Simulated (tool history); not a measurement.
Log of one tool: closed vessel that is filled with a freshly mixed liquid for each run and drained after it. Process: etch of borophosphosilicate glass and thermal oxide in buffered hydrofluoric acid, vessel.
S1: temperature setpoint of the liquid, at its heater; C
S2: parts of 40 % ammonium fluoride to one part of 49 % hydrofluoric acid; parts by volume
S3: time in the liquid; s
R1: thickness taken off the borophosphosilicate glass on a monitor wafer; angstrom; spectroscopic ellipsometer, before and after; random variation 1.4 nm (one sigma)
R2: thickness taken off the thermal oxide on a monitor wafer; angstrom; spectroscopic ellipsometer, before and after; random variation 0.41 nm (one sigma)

run 1 hour=0 | S1=22 S2=8.5 S3=60 | R1=1995 R2=662.58
run 2 hour=1.8 | S1=23.5 S2=8.5 S3=60 | R1=2156.2 R2=723.1
run 3 hour=6.3 | S1=23.5 S2=8.5 S3=40 | R1=1439.7 R2=476.54
run 4 hour=14 | S1=25 S2=8 S3=40 | R1=1649 R2=558.06
run 5 hour=22 | S1=26 S2=7.5 S3=40 | R1=1879 R2=625.31
run 6 hour=28.8 | S1=27 S2=7 S3=40 | R1=2131.2 R2=713.28
run 7 hour=31.5 | S1=27.5 S2=7 S3=40 | R1=2195.1 R2=733.34
run 8 hour=38 | S1=27.5 S2=7 S3=40 | R1=2179.6 R2=736.66
run 9 hour=40.5 | S1=28 S2=7 S3=40 | R1=2244.1 R2=747.31
run 10 hour=48.9 | S1=28.5 S2=7 S3=40 | R1=2317.5 R2=777.76
run 11 hour=57.4 | S1=29 S2=7 S3=40 | R1=2382.6 R2=790.97

The next listed run, before its measurement:
run 12 hour=63.7 | S1=29.5 S2=6.5 S3=40 | R1=? R2=?

R1: 2620.4 angstrom
R2: 862.75 angstrom

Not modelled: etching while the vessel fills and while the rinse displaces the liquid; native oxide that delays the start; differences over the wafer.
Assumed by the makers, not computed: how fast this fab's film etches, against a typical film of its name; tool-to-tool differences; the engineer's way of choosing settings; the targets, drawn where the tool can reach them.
